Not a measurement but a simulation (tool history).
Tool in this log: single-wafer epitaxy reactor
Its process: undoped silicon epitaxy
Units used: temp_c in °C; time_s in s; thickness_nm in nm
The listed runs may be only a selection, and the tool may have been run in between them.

{"run": 1, "day": 0.0, "temp_c": 640, "time_s": 414, "thickness_nm": 48.008}
{"run": 2, "day": 0.188, "temp_c": 633, "time_s": 412, "thickness_nm": 41.478}
{"run": 3, "day": 0.292, "temp_c": 628, "time_s": 411, "thickness_nm": 37.38}
{"run": 4, "day": 0.642, "temp_c": 634, "time_s": 411, "thickness_nm": 41.983}
{"day": 0.879, "done": "pyrometer calibrated"}
{"run": 5, "day": 0.879, "temp_c": 642, "time_s": 411, "thickness_nm": 53.79}
{"run": 6, "day": 1.208, "temp_c": 642, "time_s": 371, "thickness_nm": 48.536}
{"run": 7, "day": 1.325, "temp_c": 636, "time_s": 369, "thickness_nm": 42.975}
{"run": 8, "day": 1.642, "temp_c": 636, "time_s": 369, "thickness_nm": 42.949}
{"run": 9, "day": 2.012, "temp_c": 631, "time_s": 367, "thickness_nm": 38.426}
{"run": 10, "day": 2.271, "temp_c": 628, "time_s": 365, "thickness_nm": 36.507}

What will run 11 give?
{"run": 11, "day": 2.3, "temp_c": 625, "time_s": 363, "thickness_nm": "?"}

thickness_nm: 34.029 nm

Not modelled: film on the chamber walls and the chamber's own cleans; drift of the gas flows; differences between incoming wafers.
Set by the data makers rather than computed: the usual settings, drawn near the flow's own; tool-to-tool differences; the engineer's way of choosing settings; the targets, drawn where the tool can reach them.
